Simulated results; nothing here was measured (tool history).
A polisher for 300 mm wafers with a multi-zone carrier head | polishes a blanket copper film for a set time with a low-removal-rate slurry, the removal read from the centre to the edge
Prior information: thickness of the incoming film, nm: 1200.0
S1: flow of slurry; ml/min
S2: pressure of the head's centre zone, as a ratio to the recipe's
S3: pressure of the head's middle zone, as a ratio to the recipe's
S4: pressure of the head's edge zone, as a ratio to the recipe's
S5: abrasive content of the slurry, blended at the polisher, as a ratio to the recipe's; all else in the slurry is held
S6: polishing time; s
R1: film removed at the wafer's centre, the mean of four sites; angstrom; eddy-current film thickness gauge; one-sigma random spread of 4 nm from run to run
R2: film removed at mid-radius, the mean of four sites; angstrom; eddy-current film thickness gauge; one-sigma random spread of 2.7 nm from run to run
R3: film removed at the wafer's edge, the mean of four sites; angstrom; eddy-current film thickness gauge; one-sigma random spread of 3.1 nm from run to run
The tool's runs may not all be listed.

run    day   S1    S2    S3    S4    S5  S6      R1      R2      R3
  1  0.000  315  1.00  1.00  1.00  1.00  90  3077.7  3109.4  3150.9
  2  0.246  315  1.02  0.99  0.98  0.95  88  3092.5  2989.8  3001.6
  3  0.462  315  1.02  1.02  0.98  0.95  88  3125.1  3052.9  2981.9
  4  0.500  315  1.03  1.01  0.97  0.90  87  3004.0  3053.7  2979.0
  5  0.738  315  1.03  1.01  0.97  0.90  74  2609.5  2570.6  2569.6
  6  0.954  315  1.05  1.00  0.96  0.90  74  2604.0  2513.1  2531.9
  7  1.200  315  1.07  1.00  0.95  0.90  74  2711.5  2541.4  2480.3
  8  1.525  315  1.07  1.00  0.95  0.90  74  2635.3  2532.9  2501.3

Estimate the outcome of run 9 from the log above:
  9  1.779  315  1.09  0.99  0.94  0.95  74   ?   ?   ?

{"run 9": {"R1": 2734.1, "R2": 2595.5, "R3": 2516.0}}

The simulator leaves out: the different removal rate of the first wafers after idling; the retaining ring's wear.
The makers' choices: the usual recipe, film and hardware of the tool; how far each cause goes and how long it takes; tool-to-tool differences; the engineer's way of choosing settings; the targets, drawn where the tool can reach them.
